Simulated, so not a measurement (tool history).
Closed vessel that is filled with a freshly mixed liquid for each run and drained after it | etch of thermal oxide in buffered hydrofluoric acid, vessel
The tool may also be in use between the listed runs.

run	hour	temperature setpoint of the liquid (K)	parts of 40 % ammonium fluoride to one part of 49 % hydrofluoric acid (parts by volume)	time in the liquid (s)	thickness taken off the thermal oxide on a monitor wafer (angstrom)
1	0.0	298.15	11	100	1180.80
2	2.8	296.65	11	100	1087.00
3	7.8	296.65	11	100	1078.90
4	13.7	295.65	11	100	1035.60
5	16.6	295.65	11	100	1041.80
6	25.3	294.65	11	100	980.49
7	28.9	293.65	11	100	908.93

The next listed run, before its measurement:
8	37.2	293.15	11	100	?

Run 8 gave thickness taken off the thermal oxide on a monitor wafer (angstrom) 895.13.
